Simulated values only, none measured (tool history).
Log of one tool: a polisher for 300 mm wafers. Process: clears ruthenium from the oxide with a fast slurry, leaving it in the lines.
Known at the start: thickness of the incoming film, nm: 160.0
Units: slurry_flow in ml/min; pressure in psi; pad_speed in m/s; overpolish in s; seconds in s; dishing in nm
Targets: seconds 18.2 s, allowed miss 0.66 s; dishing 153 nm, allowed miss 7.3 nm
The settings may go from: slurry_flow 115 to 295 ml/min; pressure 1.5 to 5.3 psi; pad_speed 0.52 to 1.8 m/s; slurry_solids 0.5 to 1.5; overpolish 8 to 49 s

run,hour,slurry_flow,pressure,pad_speed,slurry_solids,overpolish,seconds,dishing
1,0,190,3.4,1.16,1,25,24.713,112.67
2,8.7,225,3.4,1.16,1,25,23.497,113.61
3,14.6,225,4.1,1.16,1,25,20.47,126.8
4,16.1,225,4.1,1.16,1.15,25,19.028,132.38
5,20.7,225,4.2,1.16,1.15,27,18.752,138.7
# hour 26.4: head pressure recalibrated
6,26.4,230,4.3,1.16,1.15,29,16.725,160.74
7,27.6,190,4.2,1.16,1.15,30,17.832,164.51
8,30,195,4.2,1.16,1.15,29,17.247,157.22

5 next moves are on the table. One of them brings every result within its allowed miss. Which?
A,32.4,195,4.1,1.16,1.3,29,?,?
B,32.4,170,3.8,1.3,1.05,29,?,?
C,32.4,185,4.4,1.3,1.05,24,?,?
D,32.4,205,4.8,0.9,1.15,32,?,?
E,32.4,230,4.3,1.22,1.05,25,?,?

move,seconds,dishing
A,16.879,161.86
B,18.186,153.95
C,15.992,147.64
D,20.008,154.27
E,16.807,146.72
A: further off than the last run
B: meets every target
C: further off than the last run
D: takes the result that was furthest off past its target
E: further off than the last run
Answer: B
